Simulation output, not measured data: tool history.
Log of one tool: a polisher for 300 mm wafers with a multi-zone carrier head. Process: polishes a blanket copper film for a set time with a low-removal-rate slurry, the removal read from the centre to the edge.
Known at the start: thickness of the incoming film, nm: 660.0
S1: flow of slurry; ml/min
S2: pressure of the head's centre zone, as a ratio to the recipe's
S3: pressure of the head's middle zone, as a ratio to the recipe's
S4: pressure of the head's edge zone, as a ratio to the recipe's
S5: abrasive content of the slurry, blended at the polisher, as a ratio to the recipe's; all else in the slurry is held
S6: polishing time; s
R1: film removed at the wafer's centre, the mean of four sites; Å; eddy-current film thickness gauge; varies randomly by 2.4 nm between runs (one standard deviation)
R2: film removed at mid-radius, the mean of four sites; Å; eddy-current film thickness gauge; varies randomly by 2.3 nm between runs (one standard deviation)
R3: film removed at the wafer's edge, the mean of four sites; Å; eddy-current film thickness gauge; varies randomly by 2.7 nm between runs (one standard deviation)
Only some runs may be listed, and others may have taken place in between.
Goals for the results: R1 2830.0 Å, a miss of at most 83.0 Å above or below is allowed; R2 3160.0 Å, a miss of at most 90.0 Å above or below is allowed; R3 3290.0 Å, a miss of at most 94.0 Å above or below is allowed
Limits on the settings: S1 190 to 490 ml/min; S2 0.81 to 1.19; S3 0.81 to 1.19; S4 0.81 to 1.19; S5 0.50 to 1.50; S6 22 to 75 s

| run | day | S1 | S2 | S3 | S4 | S5 | S6 | R1 | R2 | R3 |
|---|---|---|---|---|---|---|---|---|---|---|
| 1 | 0.000 | 315 | 1.00 | 1.00 | 1.00 | 1.00 | 48 | 1897.1 | 1958.3 | 1982.9 |
| 2 | 0.175 | 315 | 0.99 | 1.02 | 1.04 | 1.15 | 52 | 2084.2 | 2253.3 | 2300.0 |
| 3 | 0.504 | 315 | 0.99 | 1.02 | 1.09 | 1.15 | 52 | 2122.6 | 2221.6 | 2349.5 |
| 4 | 0.688 | 320 | 0.99 | 1.04 | 1.11 | 1.25 | 54 | 2239.9 | 2439.6 | 2504.0 |
| 5 | 0.892 | 315 | 0.99 | 1.04 | 1.12 | 1.30 | 57 | 2371.2 | 2582.0 | 2654.3 |
| 6 | 0.946 | 315 | 0.99 | 1.04 | 1.18 | 1.30 | 57 | 2403.1 | 2568.1 | 2747.2 |
| 7 | 1.146 | 320 | 0.99 | 1.04 | 1.18 | 1.35 | 59 | 2517.3 | 2694.3 | 2884.6 |
| 8 | 1.304 | 330 | 0.99 | 1.05 | 1.18 | 1.40 | 60 | 2566.7 | 2793.5 | 2963.5 |
| 9 | 1.471 | 335 | 0.99 | 1.06 | 1.18 | 1.45 | 61 | 2588.0 | 2885.9 | 3041.3 |
| 10 | 1.771 | 340 | 1.00 | 1.07 | 1.18 | 1.45 | 62 | 2683.1 | 2963.9 | 3083.4 |
| 11 | 1.988 | 340 | 1.00 | 1.07 | 1.18 | 1.45 | 62 | 2694.0 | 2959.2 | 3115.8 |
| 12 | 2.033 | 345 | 1.00 | 1.08 | 1.18 | 1.45 | 62 | 2731.8 | 2977.4 | 3098.3 |
| 13 | 2.267 | 350 | 1.00 | 1.08 | 1.18 | 1.45 | 63 | 2713.5 | 3054.1 | 3146.0 |

Below are 5 possible settings for the next run. Only one of them brings all results inside the allowed miss of their targets. Which is it?
| A | 2.500 | 470 | 0.95 | 1.03 | 1.12 | 1.45 | 66 | ? | ? | ? |
| B | 2.500 | 340 | 0.98 | 1.18 | 1.09 | 1.40 | 64 | ? | ? | ? |
| C | 2.500 | 490 | 1.01 | 1.06 | 1.13 | 1.50 | 60 | ? | ? | ? |
| D | 2.500 | 390 | 0.98 | 1.14 | 1.14 | 1.30 | 64 | ? | ? | ? |
| E | 2.500 | 325 | 1.05 | 1.13 | 1.19 | 1.20 | 63 | ? | ? | ? |

| move | R1 | R2 | R3 |
|---|---|---|---|
| A | 2809.4 | 3144.5 | 3221.2 |
| B | 2717.7 | 3322.3 | 2997.1 |
| C | 2736.2 | 2960.0 | 2970.7 |
| D | 2697.6 | 3198.5 | 3036.0 |
| E | 2738.0 | 3021.7 | 2966.3 |
A: each result inside its tolerance
B: its largest miss is bigger than the last run's
C: its largest miss is bigger than the last run's
D: its largest miss is bigger than the last run's
E: its largest miss is bigger than the last run's
Move A is the one to make.

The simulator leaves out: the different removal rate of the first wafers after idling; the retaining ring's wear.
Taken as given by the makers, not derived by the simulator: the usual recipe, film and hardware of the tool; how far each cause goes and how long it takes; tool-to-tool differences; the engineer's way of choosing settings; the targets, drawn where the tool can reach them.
